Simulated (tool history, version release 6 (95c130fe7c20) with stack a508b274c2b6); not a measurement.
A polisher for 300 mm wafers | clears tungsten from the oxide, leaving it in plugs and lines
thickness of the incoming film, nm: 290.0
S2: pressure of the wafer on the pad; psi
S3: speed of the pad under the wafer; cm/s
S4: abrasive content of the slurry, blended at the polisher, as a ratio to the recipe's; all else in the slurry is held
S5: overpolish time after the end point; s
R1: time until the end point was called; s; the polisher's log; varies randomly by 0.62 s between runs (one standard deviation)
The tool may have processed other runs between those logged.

Run 1, hour 0: flow of slurry (ml/min) 240, S2 4.2 psi, S3 142 cm/s, S4 1, S5 10 s. Result: R1 38.509 s.
Run 2, hour 4.1: flow of slurry (ml/min) 275, S2 4.2 psi, S3 142 cm/s, S4 1, S5 10 s. Result: R1 38.716 s.
Run 3, hour 5.9: flow of slurry (ml/min) 305, S2 4.2 psi, S3 142 cm/s, S4 1, S5 10 s. Result: R1 38.229 s.
Run 4, hour 12.5: flow of slurry (ml/min) 305, S2 4.2 psi, S3 142 cm/s, S4 0.85, S5 10 s. Result: R1 39.437 s.
Run 5, hour 15.4: flow of slurry (ml/min) 305, S2 4.2 psi, S3 142 cm/s, S4 0.85, S5 10 s. Result: R1 39.497 s.
Run 6, hour 23.3: flow of slurry (ml/min) 305, S2 4.2 psi, S3 142 cm/s, S4 1.05, S5 10 s. Result: R1 36.801 s.

Run 7 has not been measured yet. What should we expect?
Run 7, hour 30.3: flow of slurry (ml/min) 300, S2 3.7 psi, S3 142 cm/s, S4 1.05, S5 10 s. Result: R1 ?.

R1: 41.416 s
